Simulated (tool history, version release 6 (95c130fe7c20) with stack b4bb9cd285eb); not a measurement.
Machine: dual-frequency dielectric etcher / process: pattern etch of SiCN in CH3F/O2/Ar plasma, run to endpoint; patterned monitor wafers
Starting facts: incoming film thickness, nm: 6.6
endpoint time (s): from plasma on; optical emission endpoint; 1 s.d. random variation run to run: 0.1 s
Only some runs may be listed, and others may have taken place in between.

Run 1, hour 0: source power (kW) 0.35, bias power (kW) 0.089. Result: endpoint time (s) 16.971.
Run 2, hour 4.6: source power (kW) 0.35, bias power (kW) 0.102. Result: endpoint time (s) 16.154.
Run 3, hour 6: source power (kW) 0.3, bias power (kW) 0.102. Result: endpoint time (s) 17.263.
Run 4, hour 13.2: source power (kW) 0.3, bias power (kW) 0.108. Result: endpoint time (s) 16.767.
Run 5, hour 18.1: source power (kW) 0.3, bias power (kW) 0.093. Result: endpoint time (s) 17.967.
Run 6, hour 19.5: source power (kW) 0.28, bias power (kW) 0.092. Result: endpoint time (s) 18.208.

Run 7, settings as shown, results not yet in. Your forecast:
Run 7, hour 27.6: source power (kW) 0.26, bias power (kW) 0.09. Result: endpoint time (s) ?.

Run 7 produced endpoint time (s) 18.996.

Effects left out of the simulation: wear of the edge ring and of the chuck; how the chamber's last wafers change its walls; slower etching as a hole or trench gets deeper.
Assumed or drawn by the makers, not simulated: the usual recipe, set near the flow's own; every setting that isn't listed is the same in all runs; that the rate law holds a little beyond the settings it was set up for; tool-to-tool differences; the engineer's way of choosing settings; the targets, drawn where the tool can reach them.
